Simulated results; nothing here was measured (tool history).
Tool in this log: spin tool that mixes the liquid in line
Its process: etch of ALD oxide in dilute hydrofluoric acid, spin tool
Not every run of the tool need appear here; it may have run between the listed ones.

run,day,temperature setpoint of the liquid (K),parts of water to one part of 49 % hydrofluoric acid (parts by volume),time under the liquid (s),thickness taken off the ALD oxide on a monitor wafer (nm)
1,0.000,299.15,195,65,5.6762
2,0.092,298.15,195,65,5.3667
3,0.438,298.15,165,65,6.6014
4,0.804,298.15,110,65,10.5050
5,0.858,298.15,150,65,7.3527
6,0.946,297.15,155,65,6.8470
7,1.158,296.15,155,65,6.5792
8,1.379,295.15,160,65,6.0610

For run 9, what comes out?
9,1.504,294.65,160,65,?

Run 9 came out at thickness taken off the ALD oxide on a monitor wafer (nm) 5.9054.
